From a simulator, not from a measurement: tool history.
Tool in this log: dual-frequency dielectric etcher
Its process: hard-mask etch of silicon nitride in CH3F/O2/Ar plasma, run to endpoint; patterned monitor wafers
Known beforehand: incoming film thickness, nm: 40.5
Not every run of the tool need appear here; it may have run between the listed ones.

| run | day | source power (W) | bias power (W) | endpoint time (s) |
|---|---|---|---|---|
| 1 | 0 | 520 | 63 | 52.84 |
| 2 | 0.121 | 580 | 63 | 51.047 |
| 3 | 0.346 | 580 | 59 | 50.865 |
| 4 | 0.6 | 520 | 59 | 54.365 |
| 5 | 0.925 | 570 | 59 | 51.748 |
| 6 | 1.158 | 570 | 67 | 49.982 |
| 7 | 1.179 | 580 | 68 | 49.991 |
| 8 | 1.312 | 600 | 69 | 48.961 |

Expected results for the next run?
| 9 | 1.483 | 610 | 70 | ? |

endpoint time (s): 48.436

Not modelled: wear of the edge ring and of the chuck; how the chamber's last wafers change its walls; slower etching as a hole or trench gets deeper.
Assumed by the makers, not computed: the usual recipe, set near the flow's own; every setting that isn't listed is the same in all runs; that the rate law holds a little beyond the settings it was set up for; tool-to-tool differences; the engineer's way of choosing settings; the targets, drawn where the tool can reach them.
